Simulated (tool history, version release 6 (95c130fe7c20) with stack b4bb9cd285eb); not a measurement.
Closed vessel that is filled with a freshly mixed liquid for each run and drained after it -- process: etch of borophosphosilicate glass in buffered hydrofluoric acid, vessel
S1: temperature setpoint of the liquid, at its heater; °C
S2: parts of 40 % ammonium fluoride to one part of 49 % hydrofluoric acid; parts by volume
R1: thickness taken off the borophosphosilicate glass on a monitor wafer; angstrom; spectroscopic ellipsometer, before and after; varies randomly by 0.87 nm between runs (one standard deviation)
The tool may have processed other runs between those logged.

{"run": 1, "hour": 0.0, "S1": 25, "S2": 11.5, "time in the liquid (s)": 105, "R1": 3200.4}
{"run": 2, "hour": 5.7, "S1": 22, "S2": 11.5, "time in the liquid (s)": 105, "R1": 2734.5}
{"run": 3, "hour": 10.9, "S1": 20.5, "S2": 11.5, "time in the liquid (s)": 105, "R1": 2510.4}
{"run": 4, "hour": 12.3, "S1": 20, "S2": 11.5, "time in the liquid (s)": 105, "R1": 2455.5}
{"run": 5, "hour": 14.4, "S1": 19.5, "S2": 11.5, "time in the liquid (s)": 105, "R1": 2396.4}
{"run": 6, "hour": 16.6, "S1": 19.5, "S2": 10.5, "time in the liquid (s)": 105, "R1": 2595}
{"run": 7, "hour": 25.8, "S1": 19, "S2": 10.5, "time in the liquid (s)": 105, "R1": 2556.8}
{"run": 8, "hour": 31.5, "S1": 19, "S2": 10.5, "time in the liquid (s)": 105, "R1": 2533.8}

Run 9 comes next. What will it give?
{"run": 9, "hour": 33.3, "S1": 18.5, "S2": 10.5, "time in the liquid (s)": 105, "R1": "?"}

R1: 2483.9 angstrom
